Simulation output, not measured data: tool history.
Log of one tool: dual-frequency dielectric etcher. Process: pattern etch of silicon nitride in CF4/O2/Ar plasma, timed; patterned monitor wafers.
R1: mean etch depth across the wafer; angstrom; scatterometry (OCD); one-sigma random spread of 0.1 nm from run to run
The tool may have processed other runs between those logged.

run 1 hour=0.0 | source_power_(W)=420 bias_power_(W)=64 Ar_flow_(sccm)=100 CF4_flow_(sccm)=105 etch_time_(s)=20.5 | R1=378.69
run 2 hour=2.1 | source_power_(W)=420 bias_power_(W)=64 Ar_flow_(sccm)=100 CF4_flow_(sccm)=113 etch_time_(s)=20.5 | R1=381.21
run 3 hour=6.7 | source_power_(W)=420 bias_power_(W)=71 Ar_flow_(sccm)=100 CF4_flow_(sccm)=113 etch_time_(s)=20.5 | R1=397.40
run 4 hour=10.8 | source_power_(W)=490 bias_power_(W)=71 Ar_flow_(sccm)=100 CF4_flow_(sccm)=113 etch_time_(s)=20.5 | R1=453.76
run 5 hour=11.5 | source_power_(W)=490 bias_power_(W)=71 Ar_flow_(sccm)=100 CF4_flow_(sccm)=113 etch_time_(s)=21.5 | R1=474.34
run 6 hour=20.4 | source_power_(W)=490 bias_power_(W)=76 Ar_flow_(sccm)=100 CF4_flow_(sccm)=113 etch_time_(s)=21.5 | R1=485.23
run 7 hour=25.7 | source_power_(W)=460 bias_power_(W)=75 Ar_flow_(sccm)=101 CF4_flow_(sccm)=112 etch_time_(s)=21.5 | R1=457.57
run 8 hour=26.2 | source_power_(W)=440 bias_power_(W)=74 Ar_flow_(sccm)=102 CF4_flow_(sccm)=112 etch_time_(s)=21.5 | R1=435.54
run 9 hour=28.3 | source_power_(W)=420 bias_power_(W)=73 Ar_flow_(sccm)=102 CF4_flow_(sccm)=112 etch_time_(s)=21.5 | R1=419.41

Run 10, settings as shown, results not yet in. Your forecast:
run 10 hour=34.5 | source_power_(W)=340 bias_power_(W)=67 Ar_flow_(sccm)=104 CF4_flow_(sccm)=110 etch_time_(s)=21.5 | R1=?

R1: 339.40 angstrom
